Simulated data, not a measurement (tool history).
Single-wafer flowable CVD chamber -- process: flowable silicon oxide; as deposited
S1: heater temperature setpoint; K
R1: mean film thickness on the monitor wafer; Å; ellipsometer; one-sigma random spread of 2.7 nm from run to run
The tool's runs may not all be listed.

{"run": 1, "hour": 0.0, "S1": 373.15, "chamber pressure (Pa)": 87.5, "RF power (kW)": 2.35, "deposition time (s)": 823, "R1": 4090.4}
{"run": 2, "hour": 6.2, "S1": 368.15, "chamber pressure (Pa)": 88.8, "RF power (kW)": 2.35, "deposition time (s)": 823, "R1": 5011.3}
{"run": 3, "hour": 9.6, "S1": 368.15, "chamber pressure (Pa)": 100.9, "RF power (kW)": 2.35, "deposition time (s)": 823, "R1": 5659.0}
{"run": 4, "hour": 10.8, "S1": 365.15, "chamber pressure (Pa)": 101.1, "RF power (kW)": 2.35, "deposition time (s)": 823, "R1": 6366.9}
{"run": 5, "hour": 17.5, "S1": 365.15, "chamber pressure (Pa)": 115.9, "RF power (kW)": 2.35, "deposition time (s)": 823, "R1": 7256.1}
{"run": 6, "hour": 24.4, "S1": 365.15, "chamber pressure (Pa)": 115.9, "RF power (kW)": 2.625, "deposition time (s)": 823, "R1": 7403.0}
{"run": 7, "hour": 28.5, "S1": 363.15, "chamber pressure (Pa)": 115.9, "RF power (kW)": 2.625, "deposition time (s)": 823, "R1": 7903.6}
{"run": 8, "hour": 37.2, "S1": 362.15, "chamber pressure (Pa)": 115.9, "RF power (kW)": 2.625, "deposition time (s)": 823, "R1": 8236.2}
{"run": 9, "hour": 38.3, "S1": 361.15, "chamber pressure (Pa)": 115.9, "RF power (kW)": 2.625, "deposition time (s)": 823, "R1": 8490.2}
{"run": 10, "hour": 42.8, "S1": 360.15, "chamber pressure (Pa)": 115.9, "RF power (kW)": 2.625, "deposition time (s)": 823, "R1": 8779.5}

Run 11 comes next. What will it give?
{"run": 11, "hour": 43.6, "S1": 359.15, "chamber pressure (Pa)": 115.9, "RF power (kW)": 2.625, "deposition time (s)": 823, "R1": "?"}

R1: 9101.6 Å
